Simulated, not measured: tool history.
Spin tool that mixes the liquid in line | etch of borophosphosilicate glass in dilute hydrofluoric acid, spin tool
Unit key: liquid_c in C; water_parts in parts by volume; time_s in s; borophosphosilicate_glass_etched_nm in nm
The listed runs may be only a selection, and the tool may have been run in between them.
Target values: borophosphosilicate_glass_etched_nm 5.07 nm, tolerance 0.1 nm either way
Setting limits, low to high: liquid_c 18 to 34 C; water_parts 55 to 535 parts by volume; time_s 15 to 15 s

run	day	liquid_c	water_parts	time_s	borophosphosilicate_glass_etched_nm
1	0	26	295	15	4.1756
2	0.2	26	385	15	2.9449
3	0.308	28.5	365	15	3.4133
4	0.512	28.5	365	15	3.4138
5	0.583	30	345	15	3.8732
6	0.95	33.5	345	15	4.3273
7	1.096	33.5	335	15	4.5123
8	1.238	33.5	330	15	4.5801

4 candidate next runs follow, results not yet known. Just one meets every target within its allowed miss. Identify it.
A	1.379	34	320	15	?
B	1.379	33	305	15	?
C	1.379	30.5	295	15	?
D	1.379	33.5	315	15	?

move	borophosphosilicate_glass_etched_nm
A	4.8611
B	5.0335
C	4.8651
D	4.8921
A: moves toward the targets from the last run without getting all of them in spec
B: every result within its allowed miss
C: moves toward the targets from the last run without getting all of them in spec
D: moves toward the targets from the last run without getting all of them in spec
Go with B: it meets all targets.

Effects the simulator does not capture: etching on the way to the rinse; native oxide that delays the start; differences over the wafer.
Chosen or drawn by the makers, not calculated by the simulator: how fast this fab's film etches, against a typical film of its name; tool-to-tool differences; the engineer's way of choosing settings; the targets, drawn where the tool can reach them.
